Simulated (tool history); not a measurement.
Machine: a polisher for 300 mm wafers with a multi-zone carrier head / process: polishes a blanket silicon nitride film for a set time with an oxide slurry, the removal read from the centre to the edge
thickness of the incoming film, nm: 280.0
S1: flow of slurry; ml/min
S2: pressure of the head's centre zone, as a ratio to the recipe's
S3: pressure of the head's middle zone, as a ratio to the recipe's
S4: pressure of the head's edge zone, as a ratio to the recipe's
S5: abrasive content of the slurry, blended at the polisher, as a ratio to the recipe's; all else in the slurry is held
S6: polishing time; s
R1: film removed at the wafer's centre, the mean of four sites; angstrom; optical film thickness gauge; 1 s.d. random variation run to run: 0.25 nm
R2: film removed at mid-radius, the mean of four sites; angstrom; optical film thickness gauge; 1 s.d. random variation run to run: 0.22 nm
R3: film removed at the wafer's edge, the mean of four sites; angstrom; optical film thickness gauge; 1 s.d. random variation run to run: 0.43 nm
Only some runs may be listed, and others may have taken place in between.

run    day   S1    S2    S3    S4    S5  S6      R1      R2      R3
  1  0.000  175  1.00  1.00  1.00  1.00  39  407.43  403.48  396.99
  2  0.229  175  1.00  1.00  0.94  1.00  39  409.03  400.46  389.96
  3  0.492  160  1.00  1.00  0.94  1.00  39  398.38  392.12  383.75
  4  0.625  160  1.00  1.00  0.94  1.10  39  420.25  416.58  405.09
  5  0.917  160  1.00  0.97  0.92  1.00  39  399.44  388.14  377.06
  6  1.004  150  1.00  0.93  0.93  0.95  39  379.30  360.68  365.87
  7  1.075  145  1.00  0.90  0.91  0.90  39  361.12  336.95  345.21
  8  1.317  140  1.00  0.88  0.90  0.90  39  357.46  331.85  348.72
  9  1.654  135  1.01  0.87  0.88  0.85  39  347.09  314.46  330.26
 10  1.729  130  1.01  0.86  0.87  0.85  39  342.19  305.39  330.72

What does the tool deliver on the next run?
 11  1.979  130  1.01  0.86  0.86  0.85  39   ?   ?   ?

{"run 11": {"R1": 342.21, "R2": 309.24, "R3": 325.32}}
